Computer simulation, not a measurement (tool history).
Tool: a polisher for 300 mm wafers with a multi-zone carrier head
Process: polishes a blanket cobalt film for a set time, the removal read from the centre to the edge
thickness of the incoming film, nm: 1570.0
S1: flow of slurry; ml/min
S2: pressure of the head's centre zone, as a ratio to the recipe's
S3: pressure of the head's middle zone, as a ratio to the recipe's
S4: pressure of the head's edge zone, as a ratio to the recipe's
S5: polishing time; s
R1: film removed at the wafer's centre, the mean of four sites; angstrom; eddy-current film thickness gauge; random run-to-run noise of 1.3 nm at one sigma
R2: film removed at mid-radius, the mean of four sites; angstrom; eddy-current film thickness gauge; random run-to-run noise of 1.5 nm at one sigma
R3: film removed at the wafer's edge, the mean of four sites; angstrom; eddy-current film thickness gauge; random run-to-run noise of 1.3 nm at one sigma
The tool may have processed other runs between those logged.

run	hour	S1	S2	S3	S4	S5	R1	R2	R3
1	0.0	150	1.00	1.00	1.00	55	1721.5	1682.7	1716.1
2	4.8	150	0.95	1.00	1.00	55	1596.5	1724.9	1697.4
3	6.3	145	0.94	0.99	0.98	53	1568.4	1638.2	1605.6
4	9.0	165	0.94	0.99	0.98	53	1553.6	1682.3	1637.5
5	15.4	130	0.94	0.99	0.98	53	1505.9	1640.4	1576.7
6	22.8	130	0.89	0.99	0.98	53	1464.5	1606.8	1635.9
7	28.9	130	0.88	0.99	0.97	51	1355.5	1540.1	1537.5
8	31.9	130	0.87	0.99	0.95	50	1322.6	1532.3	1469.7
9	38.9	130	0.86	0.98	0.94	49	1311.7	1470.7	1452.7
10	39.8	130	0.85	0.98	0.93	48	1244.8	1449.4	1408.2

The next listed run, before its measurement:
11	41.9	130	0.84	0.98	0.92	47	?	?	?

Run 11 produced R1 1180.5 angstrom, R2 1389.1 angstrom, R3 1363.1 angstrom.
